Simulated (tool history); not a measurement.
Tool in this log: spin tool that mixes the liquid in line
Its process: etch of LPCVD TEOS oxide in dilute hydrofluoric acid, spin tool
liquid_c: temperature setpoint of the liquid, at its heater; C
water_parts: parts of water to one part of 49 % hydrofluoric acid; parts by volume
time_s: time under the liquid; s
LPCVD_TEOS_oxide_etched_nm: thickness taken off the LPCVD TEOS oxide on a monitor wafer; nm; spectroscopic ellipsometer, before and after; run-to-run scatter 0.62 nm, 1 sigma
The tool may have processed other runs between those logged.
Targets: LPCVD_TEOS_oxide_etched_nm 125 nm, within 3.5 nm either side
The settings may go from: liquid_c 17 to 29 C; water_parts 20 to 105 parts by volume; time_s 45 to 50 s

run 1 hour=0 | liquid_c=21 water_parts=55 time_s=45 | LPCVD_TEOS_oxide_etched_nm=33.74
run 2 hour=1.2 | liquid_c=21 water_parts=55 time_s=50 | LPCVD_TEOS_oxide_etched_nm=37.573
run 3 hour=9.9 | liquid_c=21 water_parts=75 time_s=50 | LPCVD_TEOS_oxide_etched_nm=26.929
run 4 hour=12.9 | liquid_c=23.5 water_parts=60 time_s=50 | LPCVD_TEOS_oxide_etched_nm=37.489
run 5 hour=19.4 | liquid_c=25 water_parts=50 time_s=50 | LPCVD_TEOS_oxide_etched_nm=49.022
run 6 hour=26.7 | liquid_c=25 water_parts=50 time_s=45 | LPCVD_TEOS_oxide_etched_nm=44.087
run 7 hour=31.4 | liquid_c=25 water_parts=50 time_s=45 | LPCVD_TEOS_oxide_etched_nm=44.362
run 8 hour=39.8 | liquid_c=26 water_parts=40 time_s=45 | LPCVD_TEOS_oxide_etched_nm=58.579
run 9 hour=45.8 | liquid_c=29 water_parts=20 time_s=50 | LPCVD_TEOS_oxide_etched_nm=150.61
run 10 hour=47.6 | liquid_c=28 water_parts=20 time_s=50 | LPCVD_TEOS_oxide_etched_nm=144.2
run 11 hour=49.2 | liquid_c=27 water_parts=20 time_s=50 | LPCVD_TEOS_oxide_etched_nm=139.3
run 12 hour=57.7 | liquid_c=26 water_parts=20 time_s=50 | LPCVD_TEOS_oxide_etched_nm=134.71
run 13 hour=59 | liquid_c=25.5 water_parts=20 time_s=50 | LPCVD_TEOS_oxide_etched_nm=130.87

Pick the move, out of 4, that brings all results within their allowed miss; only one does.
run A hour=60.3 | liquid_c=27 water_parts=20 time_s=50 | LPCVD_TEOS_oxide_etched_nm=?
run B hour=60.3 | liquid_c=26 water_parts=20 time_s=50 | LPCVD_TEOS_oxide_etched_nm=?
run C hour=60.3 | liquid_c=24.5 water_parts=20 time_s=50 | LPCVD_TEOS_oxide_etched_nm=?
run D hour=60.3 | liquid_c=27.5 water_parts=20 time_s=50 | LPCVD_TEOS_oxide_etched_nm=?

move=A LPCVD_TEOS_oxide_etched_nm=138.96
move=B LPCVD_TEOS_oxide_etched_nm=133.31
move=C LPCVD_TEOS_oxide_etched_nm=125.2
move=D LPCVD_TEOS_oxide_etched_nm=141.85
A: the biggest miss grows against the last run
B: the biggest miss grows against the last run
C: all results in spec
D: the biggest miss grows against the last run
Correct choice: C, which meets every target
